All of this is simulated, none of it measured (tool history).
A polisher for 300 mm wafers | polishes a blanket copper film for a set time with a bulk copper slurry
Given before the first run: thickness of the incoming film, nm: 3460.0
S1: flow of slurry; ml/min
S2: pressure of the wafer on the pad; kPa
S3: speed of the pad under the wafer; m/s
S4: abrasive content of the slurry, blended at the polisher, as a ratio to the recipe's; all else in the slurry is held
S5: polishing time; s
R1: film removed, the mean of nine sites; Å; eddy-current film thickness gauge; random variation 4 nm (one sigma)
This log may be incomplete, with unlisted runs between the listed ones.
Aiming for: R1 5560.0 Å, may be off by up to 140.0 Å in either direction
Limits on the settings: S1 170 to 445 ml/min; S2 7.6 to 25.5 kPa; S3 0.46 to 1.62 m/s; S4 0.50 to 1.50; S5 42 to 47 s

{"run": 1, "hour": 0.0, "S1": 285, "S2": 16.5, "S3": 1.04, "S4": 1.0, "S5": 47, "R1": 4091.7}
{"run": 2, "hour": 4.1, "S1": 285, "S2": 16.5, "S3": 1.04, "S4": 0.9, "S5": 47, "R1": 3975.8}
{"run": 3, "hour": 10.6, "S1": 250, "S2": 16.5, "S3": 1.04, "S4": 0.9, "S5": 47, "R1": 3973.5}
{"run": 4, "hour": 16.6, "S1": 250, "S2": 16.5, "S3": 1.04, "S4": 0.7, "S5": 47, "R1": 3726.3}
{"run": 5, "hour": 23.0, "S1": 250, "S2": 13.8, "S3": 1.04, "S4": 0.7, "S5": 47, "R1": 3382.8}
{"run": 6, "hour": 29.8, "S1": 250, "S2": 10.3, "S3": 1.04, "S4": 0.7, "S5": 47, "R1": 2885.4}
{"run": 7, "hour": 35.5, "S1": 250, "S2": 14.5, "S3": 1.04, "S4": 0.7, "S5": 47, "R1": 3453.2}
{"run": 8, "hour": 40.9, "S1": 250, "S2": 17.2, "S3": 1.04, "S4": 0.7, "S5": 47, "R1": 3898.4}
{"run": 9, "hour": 45.5, "S1": 270, "S2": 21.4, "S3": 1.06, "S4": 0.7, "S5": 47, "R1": 4542.2}
{"run": 10, "hour": 49.6, "S1": 270, "S2": 22.8, "S3": 1.08, "S4": 0.7, "S5": 47, "R1": 4832.1}
{"run": 11, "hour": 57.2, "S1": 270, "S2": 23.4, "S3": 1.1, "S4": 0.7, "S5": 47, "R1": 4963.8}
{"run": 12, "hour": 63.9, "S1": 285, "S2": 25.5, "S3": 1.1, "S4": 0.7, "S5": 47, "R1": 5367.4}

Consider the 4 candidate settings below. Which is the only one whose results all fall within their allowed miss of target?
{"run": "A", "hour": 70.6, "S1": 345, "S2": 23.4, "S3": 1.0, "S4": 1.1, "S5": 47, "R1": "?"}
{"run": "B", "hour": 70.6, "S1": 220, "S2": 24.1, "S3": 1.14, "S4": 0.75, "S5": 47, "R1": "?"}
{"run": "C", "hour": 70.6, "S1": 270, "S2": 25.5, "S3": 1.1, "S4": 0.65, "S5": 46, "R1": "?"}
{"run": "D", "hour": 70.6, "S1": 190, "S2": 25.5, "S3": 1.18, "S4": 0.75, "S5": 47, "R1": "?"}

move=A R1=5098.5
move=B R1=5231.4
move=C R1=5131.2
move=D R1=5504.9
A: moves away from the targets compared with the last run
B: moves away from the targets compared with the last run
C: moves away from the targets compared with the last run
D: every result within its allowed miss
Go with D: it meets all targets.
